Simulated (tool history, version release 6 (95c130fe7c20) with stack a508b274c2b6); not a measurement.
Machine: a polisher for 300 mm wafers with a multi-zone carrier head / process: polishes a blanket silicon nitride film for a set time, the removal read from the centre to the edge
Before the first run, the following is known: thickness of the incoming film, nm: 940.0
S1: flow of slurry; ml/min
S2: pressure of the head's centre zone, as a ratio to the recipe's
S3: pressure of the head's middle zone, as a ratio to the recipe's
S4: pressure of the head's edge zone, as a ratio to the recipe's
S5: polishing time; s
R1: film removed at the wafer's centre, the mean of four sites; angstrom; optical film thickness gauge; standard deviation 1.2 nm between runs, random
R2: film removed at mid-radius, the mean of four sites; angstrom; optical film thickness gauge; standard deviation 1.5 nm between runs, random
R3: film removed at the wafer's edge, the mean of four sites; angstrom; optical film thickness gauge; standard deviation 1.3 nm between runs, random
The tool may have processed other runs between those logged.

run	hour	S1	S2	S3	S4	S5	R1	R2	R3
1	0.0	225	1.00	1.00	1.00	74	1879.2	1822.60	1853.1
2	7.8	225	1.00	1.00	1.00	86	2162.2	2130.60	2146.8
3	16.1	225	1.00	1.00	1.00	68	1709.1	1722.90	1698.2
4	21.0	225	1.00	1.00	1.00	75	1872.4	1849.80	1845.6
5	25.1	215	1.02	0.95	1.00	66	1707.1	1570.00	1663.2
6	30.2	215	1.02	0.95	1.04	66	1682.8	1571.30	1682.7
7	33.9	210	1.03	0.92	1.01	59	1514.0	1384.40	1481.4
8	34.7	180	1.10	0.82	1.00	41	1103.1	859.73	1030.3
9	38.1	205	1.10	0.83	1.02	41	1121.0	865.98	1044.9
10	46.7	220	1.13	0.93	1.10	47	1332.7	1087.30	1233.1
11	50.0	220	1.13	0.93	1.10	47	1324.0	1122.00	1245.4

Predict the results of run 12:
12	53.4	210	1.13	0.91	1.09	47	?	?	?

Logged for run 12: R1 1331.4 angstrom, R2 1109.10 angstrom, R3 1231.3 angstrom.
